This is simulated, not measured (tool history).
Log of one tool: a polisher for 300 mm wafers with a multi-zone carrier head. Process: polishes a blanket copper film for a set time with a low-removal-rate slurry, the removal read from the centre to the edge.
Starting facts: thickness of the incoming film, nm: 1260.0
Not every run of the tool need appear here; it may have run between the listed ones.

run    day  flow of slurry (ml/min)  pressure of the head's centre zone  pressure of the head's middle zone  pressure of the head's edge zone  abrasive content of the slurry  polishing time (s)  film removed at the wafer's centre (nm)  film removed at mid-radius (nm)  film removed at the wafer's edge (nm)
  1      0                      125                                   1                                   1                                 1                               1                  69                                   231.47                           229.48                                 220.35
  2  0.121                      155                                   1                                   1                                 1                               1                  69                                   237.41                           235.91                                 226.12
  3  0.171                      155                                0.98                                   1                              0.99                            0.95                  68                                   227.18                           231.61                                 220.22
  4   0.35                      155                                0.98                                0.96                              0.99                            0.95                  68                                   229.97                            222.3                                 218.54
  5  0.658                      150                                0.96                                0.96                              0.98                             0.9                  67                                   215.17                           212.11                                  212.7
  6  1.004                      170                                0.96                                0.96                              0.98                             0.9                  67                                   223.79                            216.6                                 219.45
  7  1.321                      165                                0.95                                0.97                              0.96                            0.85                  66                                   217.05                           216.22                                 208.95
  8  1.508                      160                                0.93                                0.97                              0.95                             0.8                  65                                   199.29                           205.24                                 200.86
  9  1.725                      155                                0.92                                0.97                              0.94                            0.75                  65                                   197.79                           206.76                                 201.71
 10  1.879                      155                                0.91                                0.97                              0.93                             0.7                  64                                   191.62                           205.63                                 194.83
 11  2.108                      150                                 0.9                                0.97                              0.92                             0.7                  63                                   187.86                           196.09                                 185.68
 12  2.458                      150                                 0.9                                0.97                              0.92                             0.7                  63                                   182.64                            196.6                                 191.65
     2.829  -- worn pad replaced by a new one
 13  2.829                      115                                0.86                                1.01                              0.82                             0.5                  60                                   169.27                           194.91                                  174.2

Predict the results of run 14:
 14  3.092                      115                                0.86                                1.01                              0.82                             0.5                  59                                        ?                                ?                                      ?

{"run 14": {"film removed at the wafer's centre (nm)": 163.21, "film removed at mid-radius (nm)": 191.21, "film removed at the wafer's edge (nm)": 167.59}}
